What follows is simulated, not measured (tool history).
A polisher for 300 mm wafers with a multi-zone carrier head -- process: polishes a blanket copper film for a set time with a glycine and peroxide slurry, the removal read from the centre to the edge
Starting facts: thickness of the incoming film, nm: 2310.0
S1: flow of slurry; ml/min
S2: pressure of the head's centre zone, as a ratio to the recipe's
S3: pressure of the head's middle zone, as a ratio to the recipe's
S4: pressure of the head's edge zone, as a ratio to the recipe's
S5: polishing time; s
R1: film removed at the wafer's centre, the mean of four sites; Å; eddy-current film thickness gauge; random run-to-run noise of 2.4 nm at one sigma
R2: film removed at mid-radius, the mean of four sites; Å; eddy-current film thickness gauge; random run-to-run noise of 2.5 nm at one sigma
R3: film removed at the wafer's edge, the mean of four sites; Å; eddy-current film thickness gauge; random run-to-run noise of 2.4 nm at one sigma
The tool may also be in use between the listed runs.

| run | day | S1 | S2 | S3 | S4 | S5 | R1 | R2 | R3 |
|---|---|---|---|---|---|---|---|---|---|
| 1 | 0 | 125 | 1 | 1 | 1 | 76 | 3170.2 | 3270.2 | 3286.9 |
| 2 | 0.338 | 135 | 1 | 1 | 1 | 76 | 3237.7 | 3289.2 | 3348 |
| 3 | 0.7 | 135 | 1 | 1.07 | 1 | 76 | 3302.3 | 3447.1 | 3292.2 |
| 4 | 0.729 | 125 | 1.02 | 1.05 | 0.97 | 73 | 3135.3 | 3222.9 | 3112.7 |
| 5 | 0.796 | 125 | 1.06 | 1.05 | 0.97 | 73 | 3287.7 | 3212.7 | 3127.6 |
| 6 | 0.821 | 120 | 1.07 | 1.04 | 0.94 | 71 | 3150.3 | 3044.5 | 2927.9 |
| 7 | 0.862 | 110 | 1.07 | 1.03 | 0.91 | 71 | 3087.3 | 2988.2 | 2878.3 |
| 8 | 1.046 | 90 | 1.07 | 1.01 | 0.83 | 65 | 2657.4 | 2519.9 | 2425.1 |

Run 9 has not been measured yet. What should we expect?
| 9 | 1.183 | 95 | 1.07 | 1.01 | 0.84 | 65 | ? | ? | ? |

{"run 9": {"R1": 2649, "R2": 2588.8, "R3": 2473.7}}

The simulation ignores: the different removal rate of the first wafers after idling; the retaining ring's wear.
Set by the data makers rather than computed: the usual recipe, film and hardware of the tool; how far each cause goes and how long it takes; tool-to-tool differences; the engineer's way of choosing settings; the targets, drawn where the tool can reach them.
